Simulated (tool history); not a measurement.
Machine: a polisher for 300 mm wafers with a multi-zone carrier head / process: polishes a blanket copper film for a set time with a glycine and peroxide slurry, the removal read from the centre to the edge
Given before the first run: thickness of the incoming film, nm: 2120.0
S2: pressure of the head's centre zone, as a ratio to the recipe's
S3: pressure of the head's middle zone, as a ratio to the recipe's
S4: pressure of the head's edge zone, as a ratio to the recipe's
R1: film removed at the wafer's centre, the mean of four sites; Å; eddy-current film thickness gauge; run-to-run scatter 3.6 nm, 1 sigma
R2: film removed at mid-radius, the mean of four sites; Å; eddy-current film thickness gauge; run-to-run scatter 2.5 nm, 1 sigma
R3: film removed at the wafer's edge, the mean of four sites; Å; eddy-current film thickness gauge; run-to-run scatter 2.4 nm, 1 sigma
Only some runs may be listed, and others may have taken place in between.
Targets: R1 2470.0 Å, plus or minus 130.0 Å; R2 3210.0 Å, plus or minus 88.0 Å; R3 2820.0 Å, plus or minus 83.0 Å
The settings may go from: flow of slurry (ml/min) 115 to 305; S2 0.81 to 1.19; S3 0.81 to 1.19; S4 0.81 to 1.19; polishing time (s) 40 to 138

Run 1, hour 0.0: flow of slurry (ml/min) 195, S2 1.00, S3 1.00, S4 1.00, polishing time (s) 88. Result: R1 5400.0 Å, R2 5386.0 Å, R3 5408.1 Å.
Run 2, hour 2.3: flow of slurry (ml/min) 185, S2 0.96, S3 1.01, S4 0.97, polishing time (s) 78. Result: R1 4474.2 Å, R2 4840.0 Å, R3 4660.7 Å.
Run 3, hour 7.2: flow of slurry (ml/min) 185, S2 0.96, S3 1.01, S4 0.97, polishing time (s) 60. Result: R1 3518.2 Å, R2 3729.1 Å, R3 3650.9 Å.
Run 4, hour 10.6: flow of slurry (ml/min) 185, S2 0.96, S3 1.01, S4 0.97, polishing time (s) 79. Result: R1 4593.4 Å, R2 4902.9 Å, R3 4726.8 Å.
Run 5, hour 12.1: flow of slurry (ml/min) 185, S2 0.96, S3 0.97, S4 0.97, polishing time (s) 79. Result: R1 4606.3 Å, R2 4718.0 Å, R3 4777.8 Å.
Run 6, hour 17.1: flow of slurry (ml/min) 145, S2 0.96, S3 0.97, S4 0.97, polishing time (s) 79. Result: R1 4296.8 Å, R2 4534.5 Å, R3 4565.8 Å.
Run 7, hour 22.1: flow of slurry (ml/min) 140, S2 0.94, S3 0.98, S4 0.95, polishing time (s) 72. Result: R1 3932.1 Å, R2 4079.4 Å, R3 4079.7 Å.
Run 8, hour 23.8: flow of slurry (ml/min) 140, S2 0.91, S3 1.01, S4 0.95, polishing time (s) 66. Result: R1 3375.9 Å, R2 3856.0 Å, R3 3734.3 Å.
Run 9, hour 32.1: flow of slurry (ml/min) 135, S2 0.89, S3 1.02, S4 0.93, polishing time (s) 63. Result: R1 3194.1 Å, R2 3731.7 Å, R3 3550.6 Å.
Run 10, hour 37.2: flow of slurry (ml/min) 130, S2 0.88, S3 1.03, S4 0.91, polishing time (s) 60. Result: R1 2935.3 Å, R2 3500.8 Å, R3 3294.3 Å.
Run 11, hour 39.6: flow of slurry (ml/min) 130, S2 0.87, S3 1.04, S4 0.89, polishing time (s) 59. Result: R1 2812.7 Å, R2 3488.8 Å, R3 3258.7 Å.
Run 12, hour 40.6: flow of slurry (ml/min) 130, S2 0.87, S3 1.05, S4 0.88, polishing time (s) 57. Result: R1 2732.8 Å, R2 3373.0 Å, R3 3079.2 Å.
Run 13, hour 42.2: flow of slurry (ml/min) 130, S2 0.86, S3 1.05, S4 0.87, polishing time (s) 57. Result: R1 2730.0 Å, R2 3391.7 Å, R3 3031.3 Å.
Run 14, hour 43.1: flow of slurry (ml/min) 120, S2 0.81, S3 1.04, S4 0.84, polishing time (s) 52. Result: R1 2280.2 Å, R2 2992.7 Å, R3 2704.4 Å.
Run 15, hour 44.5: flow of slurry (ml/min) 120, S2 0.81, S3 1.04, S4 0.84, polishing time (s) 52. Result: R1 2212.2 Å, R2 3034.7 Å, R3 2668.3 Å.
Run 16, hour 53.3: flow of slurry (ml/min) 130, S2 0.82, S3 1.04, S4 0.84, polishing time (s) 52. Result: R1 2381.6 Å, R2 3066.3 Å, R3 2770.0 Å.

4 candidate next runs follow, results not yet known. Just one meets every target within its allowed miss. Identify it.
Run A, hour 62.1: flow of slurry (ml/min) 170, S2 0.94, S3 1.10, S4 0.81, polishing time (s) 51. Result: R1 ?, R2 ?, R3 ?.
Run B, hour 62.1: flow of slurry (ml/min) 115, S2 0.81, S3 1.00, S4 0.82, polishing time (s) 53. Result: R1 ?, R2 ?, R3 ?.
Run C, hour 62.1: flow of slurry (ml/min) 125, S2 0.87, S3 1.11, S4 0.90, polishing time (s) 52. Result: R1 ?, R2 ?, R3 ?.
Run D, hour 62.1: flow of slurry (ml/min) 150, S2 0.82, S3 1.05, S4 0.81, polishing time (s) 57. Result: R1 ?, R2 ?, R3 ?.

move      R1      R2      R3
   A  2860.4  3338.3  2799.8
   B  2292.3  2907.5  2736.3
   C  2488.1  3194.0  2843.2
   D  2704.5  3496.2  3073.1
A: takes the result that was furthest off past its target
B: the biggest miss grows against the last run
C: all results in spec
D: takes the result that was furthest off past its target
C meets every target.
